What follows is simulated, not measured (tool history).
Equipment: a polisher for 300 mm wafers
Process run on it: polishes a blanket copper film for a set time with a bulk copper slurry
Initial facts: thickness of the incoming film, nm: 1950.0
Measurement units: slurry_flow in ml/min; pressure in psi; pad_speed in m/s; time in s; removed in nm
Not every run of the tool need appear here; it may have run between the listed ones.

run 1 hour=0 | slurry_flow=260 pressure=2.6 pad_speed=1.3 slurry_solids=1 time=38 | removed=454.72
run 2 hour=3.2 | slurry_flow=260 pressure=2.4 pad_speed=1.3 slurry_solids=1 time=38 | removed=419.9
run 3 hour=7.8 | slurry_flow=260 pressure=2.2 pad_speed=1.3 slurry_solids=1 time=38 | removed=390.67
run 4 hour=8.9 | slurry_flow=260 pressure=2 pad_speed=1.3 slurry_solids=1 time=38 | removed=352.25
run 5 hour=10.1 | slurry_flow=260 pressure=1.9 pad_speed=1.3 slurry_solids=1 time=38 | removed=345.05
run 6 hour=12 | slurry_flow=260 pressure=1.9 pad_speed=1.3 slurry_solids=1 time=38 | removed=337.64
run 7 hour=13.8 | slurry_flow=260 pressure=1.8 pad_speed=1.3 slurry_solids=1 time=38 | removed=322.28

Estimate the outcome of run 8 from the log above:
run 8 hour=15.5 | slurry_flow=260 pressure=1.7 pad_speed=1.3 slurry_solids=1 time=38 | removed=?

removed: 308.24 nm
